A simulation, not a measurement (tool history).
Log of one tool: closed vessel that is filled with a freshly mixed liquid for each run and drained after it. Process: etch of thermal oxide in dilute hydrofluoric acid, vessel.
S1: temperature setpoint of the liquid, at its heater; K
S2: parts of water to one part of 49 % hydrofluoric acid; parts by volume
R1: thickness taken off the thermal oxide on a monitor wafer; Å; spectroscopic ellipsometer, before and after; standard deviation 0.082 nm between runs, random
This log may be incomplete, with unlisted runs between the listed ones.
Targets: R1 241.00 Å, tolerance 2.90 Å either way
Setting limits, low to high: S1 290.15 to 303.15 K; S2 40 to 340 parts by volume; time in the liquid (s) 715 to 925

Run 1, hour 0.0: S1 295.15 K, S2 190 parts by volume, time in the liquid (s) 925. Result: R1 180.96 Å.
Run 2, hour 2.2: S1 298.15 K, S2 190 parts by volume, time in the liquid (s) 925. Result: R1 202.45 Å.
Run 3, hour 5.6: S1 298.15 K, S2 235 parts by volume, time in the liquid (s) 925. Result: R1 156.15 Å.
Run 4, hour 9.3: S1 298.65 K, S2 230 parts by volume, time in the liquid (s) 925. Result: R1 163.80 Å.
Run 5, hour 14.0: S1 298.65 K, S2 170 parts by volume, time in the liquid (s) 925. Result: R1 235.89 Å.
Run 6, hour 20.3: S1 301.15 K, S2 170 parts by volume, time in the liquid (s) 925. Result: R1 258.99 Å.
Run 7, hour 26.2: S1 300.15 K, S2 170 parts by volume, time in the liquid (s) 925. Result: R1 248.53 Å.
Run 8, hour 29.3: S1 299.65 K, S2 170 parts by volume, time in the liquid (s) 925. Result: R1 244.80 Å.

Exercise: of the 5 proposed moves below, exactly one satisfies all targets within the stated allowed misses. Which move is it?
Run A, hour 32.4: S1 301.15 K, S2 145 parts by volume, time in the liquid (s) 735. Result: R1 ?.
Run B, hour 32.4: S1 295.15 K, S2 120 parts by volume, time in the liquid (s) 720. Result: R1 ?.
Run C, hour 32.4: S1 299.65 K, S2 165 parts by volume, time in the liquid (s) 915. Result: R1 ?.
Run D, hour 32.4: S1 300.15 K, S2 170 parts by volume, time in the liquid (s) 925. Result: R1 ?.
Run E, hour 32.4: S1 299.15 K, S2 165 parts by volume, time in the liquid (s) 925. Result: R1 ?.

move      R1
   A  249.29
   B  241.60
   C  251.82
   D  250.17
   E  249.91
A: the biggest miss grows against the last run
B: all results land within tolerance of their targets
C: the biggest miss grows against the last run
D: the biggest miss grows against the last run
E: the biggest miss grows against the last run
Move B is the one to make.
